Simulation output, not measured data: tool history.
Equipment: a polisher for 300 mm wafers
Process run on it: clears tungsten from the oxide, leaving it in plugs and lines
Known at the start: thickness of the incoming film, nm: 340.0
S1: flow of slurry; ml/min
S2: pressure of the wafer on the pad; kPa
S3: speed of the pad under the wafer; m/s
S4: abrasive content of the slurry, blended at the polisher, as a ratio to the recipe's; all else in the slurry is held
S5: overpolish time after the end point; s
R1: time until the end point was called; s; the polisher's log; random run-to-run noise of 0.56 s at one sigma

run,hour,S1,S2,S3,S4,S5,R1
1,0.0,315,20.7,1.14,1.0,5,89.994
2,2.4,315,24.1,1.14,1.0,5,78.971
3,4.8,315,24.1,1.14,1.0,5,79.801
4,5.8,380,24.1,1.14,1.0,5,78.251
5,9.6,380,26.9,1.16,1.0,5,72.339
6,15.8,345,26.9,1.16,1.0,5,71.781
7,17.2,345,28.3,1.20,1.0,5,67.451
8,23.5,345,29.6,1.24,1.0,5,62.877
9,30.2,345,30.3,1.28,1.0,5,59.639
10,37.4,345,31.0,1.30,1.0,5,58.856
11,39.5,345,31.0,1.32,1.0,5,58.661
12,45.5,345,31.0,1.32,1.0,5,58.605

Run 13 comes next. What will it give?
13,53.8,345,31.0,1.34,1.0,5,?

R1: 58.081 s
